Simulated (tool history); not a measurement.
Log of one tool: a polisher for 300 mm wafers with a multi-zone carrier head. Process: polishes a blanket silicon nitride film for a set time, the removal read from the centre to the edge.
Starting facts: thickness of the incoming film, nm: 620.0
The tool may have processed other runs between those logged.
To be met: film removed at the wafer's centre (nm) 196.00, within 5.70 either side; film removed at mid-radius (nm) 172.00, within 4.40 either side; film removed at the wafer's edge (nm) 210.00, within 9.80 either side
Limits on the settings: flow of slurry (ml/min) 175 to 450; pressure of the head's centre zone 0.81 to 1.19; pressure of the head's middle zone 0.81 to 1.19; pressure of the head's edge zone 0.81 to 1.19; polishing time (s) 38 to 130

run  hour  flow of slurry (ml/min)  pressure of the head's centre zone  pressure of the head's middle zone  pressure of the head's edge zone  polishing time (s)  film removed at the wafer's centre (nm)  film removed at mid-radius (nm)  film removed at the wafer's edge (nm)
  1   0.0                      290                                1.00                                1.00                              1.00                  84                                   175.70                           168.18                                 173.89
  2   5.0                      295                                1.00                                0.99                              1.02                  85                                   176.96                           168.41                                 178.01
  3  12.0                      300                                1.00                                0.98                              1.04                  86                                   179.18                           171.11                                 180.08
  4  19.7                      295                                1.00                                0.97                              1.05                  87                                   182.76                           170.42                                 182.65
  5  27.3                      295                                1.00                                0.97                              1.05                 105                                   214.53                           209.15                                 219.77
  6  30.3                      290                                1.00                                0.95                              1.05                 105                                   218.91                           202.80                                 220.56
  7  35.6                      250                                0.90                                0.85                              1.03                 101                                   182.66                           175.10                                 211.10
  8  44.4                      250                                0.91                                0.85                              1.03                 101                                   185.03                           175.68                                 208.76

5 next moves are on the table. One of them brings every result within its allowed miss. Which?
  A  53.2                      200                                0.81                                0.81                              0.89                 114                                        ?                                ?                                      ?
  B  53.2                      240                                0.84                                0.87                              1.02                 103                                        ?                                ?                                      ?
  C  53.2                      290                                0.96                                0.84                              1.07                 100                                        ?                                ?                                      ?
  D  53.2                      230                                0.88                                0.87                              1.09                 106                                        ?                                ?                                      ?
  E  53.2                      285                                0.98                                0.92                              0.98                  97                                        ?                                ?                                      ?

move  film removed at the wafer's centre (nm)  film removed at mid-radius (nm)  film removed at the wafer's edge (nm)
   A                                   179.12                           183.51                                 213.88
   B                                   173.39                           180.82                                 210.34
   C                                   197.67                           174.50                                 212.96
   D                                   185.75                           184.90                                 222.68
   E                                   195.45                           182.13                                 197.38
A: misses by more than the last run did
B: misses by more than the last run did
C: all results land within tolerance of their targets
D: misses by more than the last run did
E: puts the biggest miss on target and leaves a different result outside tolerance
The right move is C.

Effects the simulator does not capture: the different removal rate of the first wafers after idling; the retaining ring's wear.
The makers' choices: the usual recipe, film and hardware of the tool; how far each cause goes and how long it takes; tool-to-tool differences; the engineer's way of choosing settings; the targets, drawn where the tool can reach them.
